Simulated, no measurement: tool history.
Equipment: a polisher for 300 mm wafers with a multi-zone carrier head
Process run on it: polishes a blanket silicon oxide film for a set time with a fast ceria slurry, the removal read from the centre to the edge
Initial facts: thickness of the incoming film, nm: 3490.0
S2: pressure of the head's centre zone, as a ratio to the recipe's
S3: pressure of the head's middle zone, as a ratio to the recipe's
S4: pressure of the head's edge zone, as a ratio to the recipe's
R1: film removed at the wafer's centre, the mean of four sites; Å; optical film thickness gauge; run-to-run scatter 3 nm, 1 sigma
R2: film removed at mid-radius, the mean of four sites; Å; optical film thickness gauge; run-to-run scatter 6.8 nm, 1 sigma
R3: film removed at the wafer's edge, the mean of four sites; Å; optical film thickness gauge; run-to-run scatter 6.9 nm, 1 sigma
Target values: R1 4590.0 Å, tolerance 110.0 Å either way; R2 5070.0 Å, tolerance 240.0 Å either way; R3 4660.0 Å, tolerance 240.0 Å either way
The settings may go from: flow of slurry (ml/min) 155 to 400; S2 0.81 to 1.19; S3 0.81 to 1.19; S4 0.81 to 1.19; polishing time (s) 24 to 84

run 1 hour=0.0 | flow_of_slurry_(ml/min)=255 S2=1.00 S3=1.00 S4=1.00 polishing_time_(s)=54 | R1=8731.8 R2=8660.8 R3=8606.3
run 2 hour=5.6 | flow_of_slurry_(ml/min)=255 S2=1.07 S3=1.00 S4=1.00 polishing_time_(s)=54 | R1=9406.1 R2=8930.8 R3=8866.8
run 3 hour=6.5 | flow_of_slurry_(ml/min)=255 S2=1.07 S3=1.00 S4=1.00 polishing_time_(s)=61 | R1=10529.0 R2=9956.7 R3=10041.0
run 4 hour=9.0 | flow_of_slurry_(ml/min)=255 S2=1.07 S3=1.05 S4=1.00 polishing_time_(s)=61 | R1=10641.0 R2=10318.0 R3=9887.8
run 5 hour=17.3 | flow_of_slurry_(ml/min)=255 S2=1.07 S3=1.05 S4=1.00 polishing_time_(s)=66 | R1=11450.0 R2=11308.0 R3=10728.0
run 6 hour=24.3 | flow_of_slurry_(ml/min)=255 S2=1.07 S3=1.12 S4=1.00 polishing_time_(s)=66 | R1=11636.0 R2=11823.0 R3=10669.0
run 7 hour=31.2 | flow_of_slurry_(ml/min)=245 S2=1.01 S3=1.09 S4=0.97 polishing_time_(s)=54 | R1=8836.3 R2=9630.7 R3=8775.3
run 8 hour=39.9 | flow_of_slurry_(ml/min)=235 S2=0.98 S3=1.03 S4=0.92 polishing_time_(s)=45 | R1=7156.5 R2=7475.9 R3=7019.3
run 9 hour=41.9 | flow_of_slurry_(ml/min)=220 S2=0.88 S3=0.99 S4=0.82 polishing_time_(s)=30 | R1=4159.9 R2=4937.0 R3=4465.2
run 10 hour=44.6 | flow_of_slurry_(ml/min)=220 S2=0.88 S3=0.99 S4=0.82 polishing_time_(s)=30 | R1=4271.0 R2=4840.2 R3=4412.2
run 11 hour=53.5 | flow_of_slurry_(ml/min)=235 S2=0.89 S3=0.99 S4=0.83 polishing_time_(s)=30 | R1=4276.9 R2=4859.8 R3=4505.4
run 12 hour=61.5 | flow_of_slurry_(ml/min)=235 S2=0.90 S3=1.00 S4=0.84 polishing_time_(s)=30 | R1=4330.9 R2=4893.2 R3=4482.4
run 13 hour=68.9 | flow_of_slurry_(ml/min)=235 S2=0.91 S3=1.01 S4=0.85 polishing_time_(s)=30 | R1=4403.0 R2=4999.0 R3=4502.1

Which one of the following 4 next-run settings gets every result inside its allowed miss? There is exactly one.
run A hour=76.3 | flow_of_slurry_(ml/min)=285 S2=0.88 S3=1.03 S4=0.96 polishing_time_(s)=28 | R1=? R2=? R3=?
run B hour=76.3 | flow_of_slurry_(ml/min)=235 S2=0.96 S3=1.19 S4=0.81 polishing_time_(s)=29 | R1=? R2=? R3=?
run C hour=76.3 | flow_of_slurry_(ml/min)=240 S2=0.94 S3=1.02 S4=0.88 polishing_time_(s)=30 | R1=? R2=? R3=?
run D hour=76.3 | flow_of_slurry_(ml/min)=315 S2=1.04 S3=1.05 S4=0.87 polishing_time_(s)=27 | R1=? R2=? R3=?

move=A R1=4059.0 R2=4851.5 R3=4610.6
move=B R1=4499.5 R2=5579.1 R3=4352.9
move=C R1=4562.5 R2=5068.7 R3=4688.3
move=D R1=4677.7 R2=4793.8 R3=4278.1
A: further off than the last run
B: brings the last run's worst result on target, with another outside its allowed miss
C: all results in spec
D: brings the last run's worst result on target, with another outside its allowed miss
Move C is the one to make.

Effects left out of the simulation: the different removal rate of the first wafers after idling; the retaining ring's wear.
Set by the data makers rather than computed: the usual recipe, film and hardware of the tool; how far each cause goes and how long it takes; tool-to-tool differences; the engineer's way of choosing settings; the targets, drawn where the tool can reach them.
